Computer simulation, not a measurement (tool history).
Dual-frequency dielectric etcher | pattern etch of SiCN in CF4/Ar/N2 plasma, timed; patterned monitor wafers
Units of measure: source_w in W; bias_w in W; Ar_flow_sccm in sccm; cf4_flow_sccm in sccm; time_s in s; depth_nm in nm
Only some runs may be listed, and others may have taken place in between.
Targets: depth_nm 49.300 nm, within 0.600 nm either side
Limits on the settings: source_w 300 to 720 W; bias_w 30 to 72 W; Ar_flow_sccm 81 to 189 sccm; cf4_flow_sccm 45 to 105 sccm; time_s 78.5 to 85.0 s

Run 1, hour 0.0: source_w 510 W, bias_w 51 W, Ar_flow_sccm 135 sccm, cf4_flow_sccm 75 sccm, time_s 85.0 s. Result: depth_nm 61.665 nm.
Run 2, hour 7.3: source_w 510 W, bias_w 51 W, Ar_flow_sccm 135 sccm, cf4_flow_sccm 82 sccm, time_s 85.0 s. Result: depth_nm 62.968 nm.
Run 3, hour 16.3: source_w 480 W, bias_w 51 W, Ar_flow_sccm 135 sccm, cf4_flow_sccm 82 sccm, time_s 85.0 s. Result: depth_nm 59.920 nm.
Run 4, hour 18.7: source_w 480 W, bias_w 51 W, Ar_flow_sccm 135 sccm, cf4_flow_sccm 82 sccm, time_s 85.0 s. Result: depth_nm 60.054 nm.
Run 5, hour 27.2: source_w 480 W, bias_w 57 W, Ar_flow_sccm 135 sccm, cf4_flow_sccm 82 sccm, time_s 85.0 s. Result: depth_nm 62.091 nm.
Run 6, hour 35.3: source_w 450 W, bias_w 57 W, Ar_flow_sccm 135 sccm, cf4_flow_sccm 82 sccm, time_s 85.0 s. Result: depth_nm 58.884 nm.
Run 7, hour 36.1: source_w 430 W, bias_w 57 W, Ar_flow_sccm 135 sccm, cf4_flow_sccm 82 sccm, time_s 85.0 s. Result: depth_nm 56.986 nm.
Run 8, hour 38.4: source_w 330 W, bias_w 57 W, Ar_flow_sccm 135 sccm, cf4_flow_sccm 82 sccm, time_s 85.0 s. Result: depth_nm 46.214 nm.
Run 9, hour 46.7: source_w 340 W, bias_w 57 W, Ar_flow_sccm 135 sccm, cf4_flow_sccm 82 sccm, time_s 85.0 s. Result: depth_nm 47.545 nm.

Exactly one of the 4 candidate moves below puts every result within its allowed miss. Which one?
Run A, hour 55.0: source_w 400 W, bias_w 57 W, Ar_flow_sccm 129 sccm, cf4_flow_sccm 77 sccm, time_s 81.0 s. Result: depth_nm ?.
Run B, hour 55.0: source_w 380 W, bias_w 50 W, Ar_flow_sccm 92 sccm, cf4_flow_sccm 72 sccm, time_s 82.0 s. Result: depth_nm ?.
Run C, hour 55.0: source_w 450 W, bias_w 43 W, Ar_flow_sccm 125 sccm, cf4_flow_sccm 71 sccm, time_s 80.5 s. Result: depth_nm ?.
Run D, hour 55.0: source_w 420 W, bias_w 37 W, Ar_flow_sccm 118 sccm, cf4_flow_sccm 105 sccm, time_s 78.5 s. Result: depth_nm ?.

move  depth_nm
   A    51.082
   B    51.149
   C    50.640
   D    49.522
A: takes the biggest miss from the last run beyond its target
B: takes the biggest miss from the last run beyond its target
C: takes the biggest miss from the last run beyond its target
D: all results in spec
Go with D: it meets all targets.
